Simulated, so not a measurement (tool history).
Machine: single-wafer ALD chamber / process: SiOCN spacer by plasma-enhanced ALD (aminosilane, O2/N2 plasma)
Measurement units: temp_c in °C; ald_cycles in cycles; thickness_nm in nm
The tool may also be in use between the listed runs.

Run 1, day 0: temp_c 385 °C, ald_cycles 54 cycles. Result: thickness_nm 3.4077 nm.
Run 2, day 0.346: temp_c 392 °C, ald_cycles 54 cycles. Result: thickness_nm 3.4087 nm.
Run 3, day 0.483: temp_c 392 °C, ald_cycles 50 cycles. Result: thickness_nm 3.1646 nm.
Run 4, day 0.642: temp_c 392 °C, ald_cycles 54 cycles. Result: thickness_nm 3.4096 nm.
Run 5, day 0.738: temp_c 392 °C, ald_cycles 51 cycles. Result: thickness_nm 3.2393 nm.
Run 6, day 0.921: temp_c 392 °C, ald_cycles 45 cycles. Result: thickness_nm 2.8626 nm.
Run 7, day 1.142: temp_c 392 °C, ald_cycles 50 cycles. Result: thickness_nm 3.1887 nm.
Run 8, day 1.433: temp_c 392 °C, ald_cycles 59 cycles. Result: thickness_nm 3.7096 nm.

Run 9 is up next; what results do you expect?
Run 9, day 1.604: temp_c 392 °C, ald_cycles 59 cycles. Result: thickness_nm ?.

For run 9 the tool returned thickness_nm 3.736 nm.

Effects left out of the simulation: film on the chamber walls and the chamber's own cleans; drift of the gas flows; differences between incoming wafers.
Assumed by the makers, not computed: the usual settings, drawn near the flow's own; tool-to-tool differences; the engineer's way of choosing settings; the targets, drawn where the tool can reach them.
